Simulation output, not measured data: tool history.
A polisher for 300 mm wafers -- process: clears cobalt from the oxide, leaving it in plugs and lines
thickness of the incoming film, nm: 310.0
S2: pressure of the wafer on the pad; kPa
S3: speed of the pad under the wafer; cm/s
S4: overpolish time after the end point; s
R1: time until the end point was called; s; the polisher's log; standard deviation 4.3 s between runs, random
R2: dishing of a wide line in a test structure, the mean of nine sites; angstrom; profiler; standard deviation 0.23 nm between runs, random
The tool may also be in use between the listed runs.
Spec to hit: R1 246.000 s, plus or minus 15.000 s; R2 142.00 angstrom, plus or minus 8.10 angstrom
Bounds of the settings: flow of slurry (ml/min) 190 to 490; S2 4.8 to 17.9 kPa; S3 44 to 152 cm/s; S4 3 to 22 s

Run 1, hour 0.0: flow of slurry (ml/min) 315, S2 11.0 kPa, S3 98 cm/s, S4 11 s. Result: R1 88.385 s, R2 289.17 angstrom.
Run 2, hour 8.4: flow of slurry (ml/min) 310, S2 9.0 kPa, S3 84 cm/s, S4 11 s. Result: R1 119.420 s, R2 228.45 angstrom.
Run 3, hour 13.1: flow of slurry (ml/min) 305, S2 7.6 kPa, S3 70 cm/s, S4 11 s. Result: R1 162.180 s, R2 181.15 angstrom.
Run 4, hour 15.8: flow of slurry (ml/min) 305, S2 10.3 kPa, S3 70 cm/s, S4 11 s. Result: R1 120.170 s, R2 232.23 angstrom.
Run 5, hour 17.0: flow of slurry (ml/min) 305, S2 8.3 kPa, S3 64 cm/s, S4 11 s. Result: R1 159.830 s, R2 180.77 angstrom.
Run 6, hour 24.7: flow of slurry (ml/min) 305, S2 6.9 kPa, S3 62 cm/s, S4 12 s. Result: R1 192.820 s, R2 163.28 angstrom.
Run 7, hour 32.8: flow of slurry (ml/min) 305, S2 6.2 kPa, S3 62 cm/s, S4 12 s. Result: R1 208.360 s, R2 153.07 angstrom.
Run 8, hour 37.1: flow of slurry (ml/min) 305, S2 6.2 kPa, S3 62 cm/s, S4 12 s. Result: R1 209.720 s, R2 151.44 angstrom.
Run 9, hour 40.4: flow of slurry (ml/min) 305, S2 4.8 kPa, S3 58 cm/s, S4 13 s. Result: R1 276.610 s, R2 128.61 angstrom.

Below are 4 possible settings for the next run. Only one of them brings all results inside the allowed miss of their targets. Which is it?
Run A, hour 43.7: flow of slurry (ml/min) 305, S2 6.2 kPa, S3 48 cm/s, S4 13 s. Result: R1 ?, R2 ?.
Run B, hour 43.7: flow of slurry (ml/min) 300, S2 4.8 kPa, S3 46 cm/s, S4 16 s. Result: R1 ?, R2 ?.
Run C, hour 43.7: flow of slurry (ml/min) 315, S2 4.8 kPa, S3 52 cm/s, S4 12 s. Result: R1 ?, R2 ?.
Run D, hour 43.7: flow of slurry (ml/min) 390, S2 6.9 kPa, S3 44 cm/s, S4 11 s. Result: R1 ?, R2 ?.

move       R1      R2
   A  254.110  138.70
   B  330.870  132.03
   C  305.370  109.11
   D  237.250  126.84
A: all results land within tolerance of their targets
B: the biggest miss grows against the last run
C: the biggest miss grows against the last run
D: corrects the largest miss of the last run, while another result sits out of spec
The right move is A.

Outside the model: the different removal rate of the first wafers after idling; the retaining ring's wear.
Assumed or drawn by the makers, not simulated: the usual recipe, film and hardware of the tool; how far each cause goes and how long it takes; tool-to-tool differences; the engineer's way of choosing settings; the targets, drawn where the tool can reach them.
